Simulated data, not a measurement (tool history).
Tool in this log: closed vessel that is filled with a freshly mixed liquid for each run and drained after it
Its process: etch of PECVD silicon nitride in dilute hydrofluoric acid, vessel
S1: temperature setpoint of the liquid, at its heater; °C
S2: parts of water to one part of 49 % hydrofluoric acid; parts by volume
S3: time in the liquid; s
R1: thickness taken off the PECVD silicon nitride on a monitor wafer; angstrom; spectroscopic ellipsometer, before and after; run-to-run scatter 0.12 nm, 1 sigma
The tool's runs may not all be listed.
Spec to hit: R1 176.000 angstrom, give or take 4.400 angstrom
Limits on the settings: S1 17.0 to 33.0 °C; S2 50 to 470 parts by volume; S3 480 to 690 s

run 1 hour=0.0 | S1=25.0 S2=260 S3=690 | R1=49.432
run 2 hour=8.2 | S1=26.5 S2=220 S3=690 | R1=63.786
run 3 hour=15.4 | S1=28.0 S2=190 S3=690 | R1=82.124
run 4 hour=23.2 | S1=28.0 S2=190 S3=690 | R1=80.838
run 5 hour=30.7 | S1=29.0 S2=170 S3=690 | R1=95.400
run 6 hour=31.2 | S1=30.0 S2=155 S3=690 | R1=113.400
run 7 hour=33.2 | S1=33.0 S2=100 S3=690 | R1=212.430
run 8 hour=36.7 | S1=32.5 S2=100 S3=690 | R1=204.040
run 9 hour=40.7 | S1=32.0 S2=100 S3=690 | R1=200.590
run 10 hour=49.5 | S1=31.5 S2=100 S3=690 | R1=191.980

Which of these 4 next moves meets every target?
run A hour=58.3 | S1=29.5 S2=75 S3=680 | R1=?
run B hour=58.3 | S1=32.5 S2=100 S3=675 | R1=?
run C hour=58.3 | S1=31.0 S2=105 S3=680 | R1=?
run D hour=58.3 | S1=31.0 S2=90 S3=690 | R1=?

move=A R1=225.050
move=B R1=201.880
move=C R1=176.450
move=D R1=209.150
A: misses by more than the last run did
B: misses by more than the last run did
C: in spec on every target
D: misses by more than the last run did
Move C is the one to make.
